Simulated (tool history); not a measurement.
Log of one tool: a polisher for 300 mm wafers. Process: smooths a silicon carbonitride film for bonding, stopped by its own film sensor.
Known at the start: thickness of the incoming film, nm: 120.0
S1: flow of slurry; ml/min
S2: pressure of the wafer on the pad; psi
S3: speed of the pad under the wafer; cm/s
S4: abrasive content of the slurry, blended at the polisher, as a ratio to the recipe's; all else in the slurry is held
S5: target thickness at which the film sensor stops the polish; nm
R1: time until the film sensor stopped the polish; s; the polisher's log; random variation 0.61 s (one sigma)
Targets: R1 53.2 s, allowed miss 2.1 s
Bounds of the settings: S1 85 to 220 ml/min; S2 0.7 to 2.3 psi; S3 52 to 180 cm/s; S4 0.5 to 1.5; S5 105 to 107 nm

Run 1, hour 0: S1 140 ml/min, S2 1.5 psi, S3 116 cm/s, S4 1, S5 105 nm. Result: R1 81.425 s.
Run 2, hour 3.9: S1 145 ml/min, S2 1.6 psi, S3 116 cm/s, S4 1, S5 105 nm. Result: R1 77.005 s.
Run 3, hour 5.7: S1 145 ml/min, S2 1.7 psi, S3 116 cm/s, S4 1, S5 105 nm. Result: R1 70.716 s.
Run 4, hour 7: S1 145 ml/min, S2 1.8 psi, S3 116 cm/s, S4 1, S5 105 nm. Result: R1 69.23 s.
Run 5, hour 10.4: S1 145 ml/min, S2 1.8 psi, S3 116 cm/s, S4 0.95, S5 105 nm. Result: R1 68.744 s.
Run 6, hour 18.1: S1 145 ml/min, S2 1.8 psi, S3 116 cm/s, S4 0.95, S5 105 nm. Result: R1 67.931 s.
Run 7, hour 24.8: S1 145 ml/min, S2 1.9 psi, S3 116 cm/s, S4 0.95, S5 105 nm. Result: R1 66.831 s.
Run 8, hour 32.4: S1 150 ml/min, S2 2 psi, S3 116 cm/s, S4 0.95, S5 105 nm. Result: R1 62.393 s.
Run 9, hour 38.4: S1 150 ml/min, S2 2 psi, S3 116 cm/s, S4 0.95, S5 105 nm. Result: R1 62.226 s.

Which of these 5 next moves meets every target?
Run A, hour 44.4: S1 145 ml/min, S2 2.1 psi, S3 108 cm/s, S4 1.15, S5 105 nm. Result: R1 ?.
Run B, hour 44.4: S1 145 ml/min, S2 2.1 psi, S3 122 cm/s, S4 0.95, S5 106 nm. Result: R1 ?.
Run C, hour 44.4: S1 145 ml/min, S2 1.6 psi, S3 106 cm/s, S4 1.1, S5 106 nm. Result: R1 ?.
Run D, hour 44.4: S1 160 ml/min, S2 2 psi, S3 94 cm/s, S4 0.95, S5 105 nm. Result: R1 ?.
Run E, hour 44.4: S1 150 ml/min, S2 2.1 psi, S3 100 cm/s, S4 1.05, S5 106 nm. Result: R1 ?.

move      R1
   A  59.072
   B  53.195
   C  73.794
   D  71.914
   E  59.825
A: nearer than the last run, and not there yet
B: meets every target
C: further off than the last run
D: further off than the last run
E: nearer than the last run, and not there yet
Move B is the one to make.

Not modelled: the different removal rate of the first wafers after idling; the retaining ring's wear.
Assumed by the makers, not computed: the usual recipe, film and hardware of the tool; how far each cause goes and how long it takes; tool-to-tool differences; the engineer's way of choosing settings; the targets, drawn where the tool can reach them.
